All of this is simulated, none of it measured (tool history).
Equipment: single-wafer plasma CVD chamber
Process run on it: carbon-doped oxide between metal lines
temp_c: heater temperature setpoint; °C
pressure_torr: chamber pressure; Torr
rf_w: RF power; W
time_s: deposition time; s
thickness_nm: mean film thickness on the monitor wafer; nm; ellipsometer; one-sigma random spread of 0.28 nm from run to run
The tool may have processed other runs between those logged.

Run 1, hour 0.0: temp_c 325 °C, pressure_torr 5.95 Torr, rf_w 630 W, time_s 10.45 s. Result: thickness_nm 68.372 nm.
Run 2, hour 1.6: temp_c 325 °C, pressure_torr 5.95 Torr, rf_w 600 W, time_s 10.45 s. Result: thickness_nm 66.892 nm.
Run 3, hour 2.8: temp_c 325 °C, pressure_torr 5.95 Torr, rf_w 600 W, time_s 10.80 s. Result: thickness_nm 69.290 nm.
Run 4, hour 10.1: temp_c 325 °C, pressure_torr 5.95 Torr, rf_w 600 W, time_s 10.80 s. Result: thickness_nm 68.566 nm.
Run 5, hour 11.7: temp_c 325 °C, pressure_torr 5.95 Torr, rf_w 540 W, time_s 10.80 s. Result: thickness_nm 65.271 nm.
Run 6, hour 13.5: temp_c 316 °C, pressure_torr 5.95 Torr, rf_w 540 W, time_s 10.80 s. Result: thickness_nm 67.592 nm.

Run 7 is up next; what results do you expect?
Run 7, hour 17.4: temp_c 321 °C, pressure_torr 5.68 Torr, rf_w 525 W, time_s 10.79 s. Result: thickness_nm ?.

Logged for run 7: thickness_nm 65.329 nm.

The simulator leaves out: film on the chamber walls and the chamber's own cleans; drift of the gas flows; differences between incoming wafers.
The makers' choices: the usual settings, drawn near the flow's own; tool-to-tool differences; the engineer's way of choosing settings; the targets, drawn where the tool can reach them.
